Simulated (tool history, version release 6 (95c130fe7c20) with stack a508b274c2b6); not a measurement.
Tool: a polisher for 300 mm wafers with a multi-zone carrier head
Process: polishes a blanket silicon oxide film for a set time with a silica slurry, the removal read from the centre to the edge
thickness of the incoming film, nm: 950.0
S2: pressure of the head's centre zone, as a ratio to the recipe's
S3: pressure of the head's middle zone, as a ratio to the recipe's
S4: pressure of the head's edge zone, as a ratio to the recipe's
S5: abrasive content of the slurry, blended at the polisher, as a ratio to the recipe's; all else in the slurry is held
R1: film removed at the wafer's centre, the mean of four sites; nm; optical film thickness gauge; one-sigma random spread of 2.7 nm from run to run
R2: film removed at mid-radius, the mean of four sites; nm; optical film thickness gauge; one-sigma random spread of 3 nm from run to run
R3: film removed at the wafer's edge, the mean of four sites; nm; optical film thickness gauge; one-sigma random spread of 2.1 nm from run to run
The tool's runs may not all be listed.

run 1 hour=0 | flow_of_slurry_(ml/min)=230 S2=1 S3=1 S4=1 S5=1 polishing_time_(s)=53 | R1=151.97 R2=151.56 R3=154.48
run 2 hour=4.5 | flow_of_slurry_(ml/min)=230 S2=1 S3=1 S4=1 S5=0.85 polishing_time_(s)=53 | R1=139.91 R2=137.97 R3=141.66
run 3 hour=10.9 | flow_of_slurry_(ml/min)=230 S2=1 S3=1 S4=1.06 S5=0.85 polishing_time_(s)=53 | R1=141.28 R2=137.71 R3=145.88
run 4 hour=14.1 | flow_of_slurry_(ml/min)=185 S2=1 S3=1 S4=1.06 S5=0.85 polishing_time_(s)=53 | R1=129.81 R2=130.99 R3=138.93
run 5 hour=18.9 | flow_of_slurry_(ml/min)=205 S2=1.02 S3=1.02 S4=1.06 S5=0.95 polishing_time_(s)=54 | R1=150.7 R2=147.47 R3=154.07
run 6 hour=24.8 | flow_of_slurry_(ml/min)=205 S2=1.02 S3=1.02 S4=1.02 S5=0.95 polishing_time_(s)=54 | R1=147.71 R2=148.36 R3=152.03
run 7 hour=28 | flow_of_slurry_(ml/min)=220 S2=1.03 S3=1.04 S4=1.02 S5=1.05 polishing_time_(s)=55 | R1=161.02 R2=166.68 R3=164.66
run 8 hour=35.1 | flow_of_slurry_(ml/min)=235 S2=1.05 S3=1.05 S4=1.03 S5=1.1 polishing_time_(s)=56 | R1=172.6 R2=173.82 R3=174.03
run 9 hour=42.5 | flow_of_slurry_(ml/min)=250 S2=1.07 S3=1.06 S4=1.02 S5=1.15 polishing_time_(s)=57 | R1=186.51 R2=180.45 R3=180.82
run 10 hour=44.5 | flow_of_slurry_(ml/min)=260 S2=1.08 S3=1.08 S4=1.01 S5=1.2 polishing_time_(s)=58 | R1=195.72 R2=195.76 R3=187.45

Predict the results of run 11:
run 11 hour=49.3 | flow_of_slurry_(ml/min)=310 S2=1.18 S3=1.13 S4=1.09 S5=1.45 polishing_time_(s)=67 | R1=? R2=? R3=?

Run 11 yielded R1 272.52 nm, R2 258.5 nm, R3 242.98 nm.

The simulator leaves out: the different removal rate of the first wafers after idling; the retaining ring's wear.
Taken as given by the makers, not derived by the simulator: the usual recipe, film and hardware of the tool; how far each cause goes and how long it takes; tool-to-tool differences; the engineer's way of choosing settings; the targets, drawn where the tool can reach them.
